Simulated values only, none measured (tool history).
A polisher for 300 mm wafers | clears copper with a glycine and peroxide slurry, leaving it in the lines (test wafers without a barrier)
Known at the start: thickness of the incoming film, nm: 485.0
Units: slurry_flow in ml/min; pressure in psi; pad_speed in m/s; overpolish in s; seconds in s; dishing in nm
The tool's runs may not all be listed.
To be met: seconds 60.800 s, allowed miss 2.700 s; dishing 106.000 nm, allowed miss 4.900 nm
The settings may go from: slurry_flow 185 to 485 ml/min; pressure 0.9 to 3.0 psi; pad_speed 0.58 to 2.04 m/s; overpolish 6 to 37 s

| run | day | slurry_flow | pressure | pad_speed | overpolish | seconds | dishing |
|---|---|---|---|---|---|---|---|
| 1 | 0.000 | 310 | 1.9 | 1.30 | 19 | 83.475 | 57.552 |
| 2 | 0.371 | 310 | 1.9 | 1.30 | 23 | 83.880 | 66.344 |
| 3 | 0.562 | 310 | 2.1 | 1.30 | 25 | 79.703 | 74.646 |
| 4 | 0.883 | 310 | 1.7 | 1.30 | 25 | 90.174 | 67.094 |
| 5 | 1.088 | 310 | 1.7 | 1.30 | 28 | 89.578 | 73.196 |
| 6 | 1.283 | 310 | 2.1 | 1.32 | 28 | 78.313 | 81.738 |
| 7 | 1.321 | 310 | 2.3 | 1.34 | 29 | 74.324 | 87.971 |
| 8 | 1.467 | 310 | 2.5 | 1.36 | 29 | 69.264 | 90.083 |
| 9 | 1.746 | 310 | 2.6 | 1.38 | 30 | 67.463 | 93.694 |
| 10 | 2.121 | 310 | 2.7 | 1.40 | 31 | 63.934 | 98.982 |

4 next moves are on the table. One of them brings every result within its allowed miss. Which?
| A | 2.496 | 295 | 2.6 | 1.42 | 36 | ? | ? |
| B | 2.496 | 295 | 3.0 | 1.38 | 34 | ? | ? |
| C | 2.496 | 350 | 2.7 | 1.34 | 35 | ? | ? |
| D | 2.496 | 395 | 2.6 | 1.30 | 37 | ? | ? |

| move | seconds | dishing |
|---|---|---|
| A | 65.537 | 105.240 |
| B | 61.155 | 107.440 |
| C | 66.149 | 103.930 |
| D | 68.859 | 104.670 |
A: brings the result that was furthest off to its target, and leaves another outside
B: meets every target
C: brings the result that was furthest off to its target, and leaves another outside
D: brings the result that was furthest off to its target, and leaves another outside
The right move is B.

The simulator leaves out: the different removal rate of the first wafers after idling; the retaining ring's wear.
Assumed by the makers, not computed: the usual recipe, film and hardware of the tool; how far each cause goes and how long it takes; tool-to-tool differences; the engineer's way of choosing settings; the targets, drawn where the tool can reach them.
